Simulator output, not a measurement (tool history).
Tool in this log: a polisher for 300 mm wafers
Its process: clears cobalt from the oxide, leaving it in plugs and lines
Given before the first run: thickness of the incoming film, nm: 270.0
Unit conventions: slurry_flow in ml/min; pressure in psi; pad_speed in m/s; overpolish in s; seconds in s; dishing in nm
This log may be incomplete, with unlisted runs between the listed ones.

| run | hour | slurry_flow | pressure | pad_speed | overpolish | seconds | dishing |
|---|---|---|---|---|---|---|---|
| 1 | 0 | 210 | 1.7 | 1.02 | 14 | 71.749 | 33.766 |
| 2 | 6.7 | 175 | 1.7 | 1.02 | 14 | 77.696 | 34.121 |
| 3 | 12.7 | 140 | 1.7 | 1.02 | 14 | 76.737 | 33.067 |
| 4 | 21.3 | 140 | 1.7 | 1.02 | 16 | 76.871 | 35.639 |
| 5 | 25.4 | 140 | 1.7 | 1.02 | 18 | 79.417 | 38.567 |
| 6 | 32.7 | 140 | 1.3 | 1.02 | 18 | 102.63 | 33.467 |
| 7 | 39.2 | 140 | 1.6 | 0.84 | 12 | 90.235 | 26.425 |
| 8 | 41.3 | 140 | 1.6 | 0.82 | 10 | 97.616 | 22.887 |

Estimate the outcome of run 9 from the log above:
| 9 | 47 | 145 | 1.6 | 0.8 | 9 | ? | ? |

seconds: 100.68 s
dishing: 20.65 nm
